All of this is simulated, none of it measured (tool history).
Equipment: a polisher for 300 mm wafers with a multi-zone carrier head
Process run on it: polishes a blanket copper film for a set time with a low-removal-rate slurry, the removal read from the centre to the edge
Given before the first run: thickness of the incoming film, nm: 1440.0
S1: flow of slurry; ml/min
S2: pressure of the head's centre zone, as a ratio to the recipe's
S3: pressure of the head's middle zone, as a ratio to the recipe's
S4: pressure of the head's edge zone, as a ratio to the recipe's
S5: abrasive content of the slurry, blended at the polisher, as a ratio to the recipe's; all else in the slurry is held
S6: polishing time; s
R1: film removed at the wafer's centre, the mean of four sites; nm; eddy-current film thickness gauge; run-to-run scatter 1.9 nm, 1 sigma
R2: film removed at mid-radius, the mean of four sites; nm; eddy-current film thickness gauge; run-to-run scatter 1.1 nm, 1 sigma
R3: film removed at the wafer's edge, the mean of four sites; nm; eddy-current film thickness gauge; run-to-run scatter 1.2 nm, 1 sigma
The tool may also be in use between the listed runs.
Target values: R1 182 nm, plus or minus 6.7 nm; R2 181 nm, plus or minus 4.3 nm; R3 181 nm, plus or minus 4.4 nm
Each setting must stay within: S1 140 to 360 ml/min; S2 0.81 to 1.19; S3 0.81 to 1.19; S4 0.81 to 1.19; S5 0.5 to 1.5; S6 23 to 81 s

run    day   S1    S2    S3    S4    S5  S6      R1      R2      R3
  1      0  230     1     1     1     1  52  125.97  123.82   128.9
  2  0.225  245  1.03  1.04  1.05  1.15  54  140.32  139.27  142.64
  3  0.483  245  1.03  1.04  1.14  1.15  54  141.43  138.81  151.34
  4  0.792  260  1.06  1.07  1.15  1.25  55  154.32  151.02  157.42
  5  0.817  265  1.07  1.08  1.16  1.35  56  160.83  158.87  165.23
  6  1.112  265  1.07  1.08  1.08  1.35  56  161.86  156.77  157.66
  7  1.471  275  1.08   1.1  1.11   1.4  57  165.06  165.05   164.1
  8  1.517  305  1.14  1.12  1.19   1.5  60  186.97  182.08  185.89
  9  1.688  300  1.13  1.12  1.18   1.5  60  191.39  179.98  183.97

Exercise: of the 4 proposed moves below, exactly one satisfies all targets within the stated allowed misses. Which move is it?
  A  1.858  295  1.07  1.08  1.19   1.2  65   ?   ?   ?
  B  1.858  280  0.97  1.08  1.19  1.45  62   ?   ?   ?
  C  1.858  285  1.12  1.15  1.19   1.5  59   ?   ?   ?
  D  1.858  290     1  1.07  1.19   1.4  63   ?   ?   ?

move      R1      R2      R3
   A  177.42  179.64  187.21
   B   162.6  180.08   187.8
   C  178.36  182.77  180.49
   D  168.74  180.31  189.44
A: corrects the largest miss of the last run, while another result sits out of spec
B: the result that was furthest off in the last run now lies on the other side of its target
C: each result inside its tolerance
D: the result that was furthest off in the last run now lies on the other side of its target
The right move is C.
